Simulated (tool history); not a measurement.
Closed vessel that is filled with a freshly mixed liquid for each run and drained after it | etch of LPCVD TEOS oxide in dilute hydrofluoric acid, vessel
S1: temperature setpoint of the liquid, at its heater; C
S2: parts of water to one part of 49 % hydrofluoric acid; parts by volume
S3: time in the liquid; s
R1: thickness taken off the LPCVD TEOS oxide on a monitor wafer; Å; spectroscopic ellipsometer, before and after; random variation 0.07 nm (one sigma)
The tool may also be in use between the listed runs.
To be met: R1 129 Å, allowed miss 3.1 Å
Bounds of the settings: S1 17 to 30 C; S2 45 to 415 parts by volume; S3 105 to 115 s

run	hour	S1	S2	S3	R1
1	0	22	230	105	244.97
2	3	19	230	105	218.14
3	10	19	240	105	207.57
4	12.7	20	240	105	214.92
# hour 20.1: hydrofluoric acid flow meter replaced
5	20.1	19.5	250	105	180.88
6	21.8	19	255	105	171.59
7	25.9	19	260	105	165.78
8	34.8	18	270	105	153.26
9	37	17.5	280	105	145.55
10	41.6	17	290	105	134.44
11	49.5	17	295	105	132.85

Which of these 5 next moves meets every target?
A	57.4	17	315	105	?
B	57.4	18.5	295	105	?
C	57.4	21.5	340	105	?
D	57.4	17	315	115	?
E	57.4	17.5	315	115	?

move	R1
A	122.57
B	140.8
C	130.88
D	134.24
E	136.78
A: takes the result that was furthest off past its target
B: further off than the last run
C: meets every target
D: further off than the last run
E: further off than the last run
Move C is the one to make.
